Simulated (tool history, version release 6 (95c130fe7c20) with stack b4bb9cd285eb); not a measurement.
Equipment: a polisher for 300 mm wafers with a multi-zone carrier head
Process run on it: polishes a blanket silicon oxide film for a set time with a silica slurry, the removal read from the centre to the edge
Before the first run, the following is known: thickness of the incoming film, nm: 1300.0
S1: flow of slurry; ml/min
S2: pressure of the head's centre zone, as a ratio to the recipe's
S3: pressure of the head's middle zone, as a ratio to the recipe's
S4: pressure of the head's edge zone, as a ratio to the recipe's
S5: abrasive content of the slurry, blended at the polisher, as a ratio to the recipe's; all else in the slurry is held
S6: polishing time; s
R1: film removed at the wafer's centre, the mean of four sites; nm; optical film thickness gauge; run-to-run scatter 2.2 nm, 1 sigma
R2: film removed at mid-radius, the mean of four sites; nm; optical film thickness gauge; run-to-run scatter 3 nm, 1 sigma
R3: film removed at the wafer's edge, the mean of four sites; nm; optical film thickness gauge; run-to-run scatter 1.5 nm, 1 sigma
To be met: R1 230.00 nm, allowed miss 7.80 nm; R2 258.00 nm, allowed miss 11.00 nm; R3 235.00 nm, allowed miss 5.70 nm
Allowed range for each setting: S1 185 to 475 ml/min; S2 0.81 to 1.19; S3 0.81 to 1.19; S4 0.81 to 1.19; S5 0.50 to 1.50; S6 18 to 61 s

run  hour   S1    S2    S3    S4    S5  S6      R1      R2      R3
  1   0.0  305  1.00  1.00  1.00  1.00  39  193.31  193.42  187.94
  2   1.5  315  1.01  1.05  1.04  1.10  39  207.17  209.60  204.29
  3   5.7  325  1.01  1.09  1.05  1.15  39  212.78  217.85  208.77
  4   9.6  325  1.01  1.14  1.05  1.15  39  210.78  231.50  209.27
  5  15.7  325  1.01  1.14  1.05  1.00  39  198.49  214.37  196.19
  6  18.2  325  1.01  1.09  1.05  1.00  39  197.47  205.35  192.45
  7  24.1  325  1.01  1.11  1.05  1.10  39  207.08  217.21  204.57
  8  25.8  320  1.00  1.13  1.05  1.20  39  212.99  231.37  215.30
  9  32.7  325  1.00  1.15  1.06  1.25  39  218.95  237.75  214.25
 10  37.7  320  0.99  1.15  1.08  1.30  39  216.52  243.38  223.29
 11  42.4  330  1.00  1.16  1.09  1.30  39  222.32  237.76  223.32

Pick the move, out of 4, that brings all results within their allowed miss; only one does.
  A  47.1  345  0.94  1.13  1.02  1.50  40   ?   ?   ?
  B  47.1  300  0.90  1.10  1.14  1.50  38   ?   ?   ?
  C  47.1  350  1.06  1.14  1.07  1.30  35   ?   ?   ?
  D  47.1  325  0.93  1.10  1.19  1.50  37   ?   ?   ?

move      R1      R2      R3
   A  226.45  260.87  233.02
   B  204.38  239.31  231.34
   C  207.23  217.25  197.23
   D  206.30  234.88  231.65
A: each result inside its tolerance
B: gets the furthest-off result to its target, but another result is out of tolerance
C: moves away from the targets compared with the last run
D: gets the furthest-off result to its target, but another result is out of tolerance
The right move is A.

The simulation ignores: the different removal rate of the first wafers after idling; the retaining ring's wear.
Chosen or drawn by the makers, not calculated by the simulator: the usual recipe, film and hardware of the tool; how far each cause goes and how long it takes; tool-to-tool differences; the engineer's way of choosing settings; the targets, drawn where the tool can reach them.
